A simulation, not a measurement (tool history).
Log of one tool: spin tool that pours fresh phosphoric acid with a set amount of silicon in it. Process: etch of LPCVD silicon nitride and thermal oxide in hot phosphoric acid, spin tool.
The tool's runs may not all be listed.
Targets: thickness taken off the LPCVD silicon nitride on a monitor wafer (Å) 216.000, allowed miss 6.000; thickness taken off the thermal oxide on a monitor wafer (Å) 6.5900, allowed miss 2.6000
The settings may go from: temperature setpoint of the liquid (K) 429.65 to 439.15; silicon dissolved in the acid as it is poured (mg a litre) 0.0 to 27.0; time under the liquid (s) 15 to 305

| run | hour | temperature setpoint of the liquid (K) | silicon dissolved in the acid as it is poured (mg a litre) | time under the liquid (s) | thickness taken off the LPCVD silicon nitride on a monitor wafer (Å) | thickness taken off the thermal oxide on a monitor wafer (Å) |
|---|---|---|---|---|---|---|
| 1 | 0.0 | 434.15 | 12.0 | 155 | 159.150 | 3.0560 |
| 2 | 5.1 | 435.15 | 9.5 | 165 | 173.940 | 4.5105 |
| 3 | 11.9 | 435.15 | 9.5 | 100 | 105.190 | 2.4158 |
| 4 | 19.5 | 435.15 | 9.5 | 60 | 63.618 | 1.3333 |
| 5 | 25.0 | 435.15 | 15.5 | 60 | 63.316 | 1.2969 |
| 6 | 30.2 | 434.15 | 15.5 | 60 | 60.862 | 1.1545 |
| 7 | 37.6 | 435.15 | 11.5 | 90 | 96.052 | 2.4231 |
| 8 | 43.0 | 437.65 | 4.0 | 145 | 165.700 | 4.4189 |
| 9 | 45.8 | 438.15 | 3.0 | 150 | 173.960 | 6.2896 |
| 10 | 53.4 | 437.65 | 3.5 | 160 | 185.990 | 5.4025 |
| 11 | 58.9 | 437.65 | 3.0 | 165 | 190.570 | 5.3550 |

4 next moves are on the table. One of them brings every result within its allowed miss. Which?
| A | 64.4 | 439.15 | 0.5 | 170 | ? | ? |
| B | 64.4 | 438.15 | 1.5 | 175 | ? | ? |
| C | 64.4 | 438.15 | 4.5 | 185 | ? | ? |
| D | 64.4 | 439.15 | 3.5 | 170 | ? | ? |

| move | thickness taken off the LPCVD silicon nitride on a monitor wafer (Å) | thickness taken off the thermal oxide on a monitor wafer (Å) |
|---|---|---|
| A | 204.410 | 5.9802 |
| B | 203.640 | 5.6219 |
| C | 215.280 | 5.6099 |
| D | 204.410 | 5.6510 |
A: nearer than the last run, and not there yet
B: nearer than the last run, and not there yet
C: meets every target
D: nearer than the last run, and not there yet
Move C is the one to make.
